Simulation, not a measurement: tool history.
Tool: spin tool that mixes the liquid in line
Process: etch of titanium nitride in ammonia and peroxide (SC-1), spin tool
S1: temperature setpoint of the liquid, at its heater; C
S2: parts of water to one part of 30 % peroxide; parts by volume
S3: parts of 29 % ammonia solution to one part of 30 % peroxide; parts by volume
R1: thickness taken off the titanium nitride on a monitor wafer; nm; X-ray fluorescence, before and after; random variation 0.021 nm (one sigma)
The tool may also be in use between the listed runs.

run 1 day=0.000 | S1=48.0 S2=16.0 S3=0.75 time_under_the_liquid_(s)=285 | R1=6.5960
run 2 day=0.333 | S1=48.0 S2=16.0 S3=0.85 time_under_the_liquid_(s)=285 | R1=6.6883
run 3 day=0.425 | S1=48.0 S2=16.0 S3=1.05 time_under_the_liquid_(s)=285 | R1=7.0070
run 4 day=0.567 | S1=47.0 S2=17.0 S3=1.05 time_under_the_liquid_(s)=285 | R1=6.3356
run 5 day=0.654 | S1=52.0 S2=17.0 S3=1.05 time_under_the_liquid_(s)=285 | R1=8.8907
run 6 day=0.875 | S1=56.0 S2=17.0 S3=1.05 time_under_the_liquid_(s)=285 | R1=11.8940
run 7 day=1.096 | S1=54.0 S2=18.0 S3=1.05 time_under_the_liquid_(s)=285 | R1=9.9587
run 8 day=1.342 | S1=52.0 S2=18.5 S3=1.05 time_under_the_liquid_(s)=285 | R1=8.6507
run 9 day=1.367 | S1=50.5 S2=19.5 S3=1.05 time_under_the_liquid_(s)=285 | R1=7.4910
run 10 day=1.521 | S1=49.0 S2=20.0 S3=1.05 time_under_the_liquid_(s)=285 | R1=6.5934
run 11 day=1.750 | S1=41.0 S2=25.0 S3=1.00 time_under_the_liquid_(s)=285 | R1=3.2986
run 12 day=2.088 | S1=40.5 S2=25.0 S3=1.00 time_under_the_liquid_(s)=285 | R1=3.1404
run 13 day=2.429 | S1=40.0 S2=25.0 S3=1.00 time_under_the_liquid_(s)=285 | R1=3.0491

The next listed run, before its measurement:
run 14 day=2.579 | S1=39.0 S2=25.5 S3=1.00 time_under_the_liquid_(s)=285 | R1=?

R1: 2.7626 nm
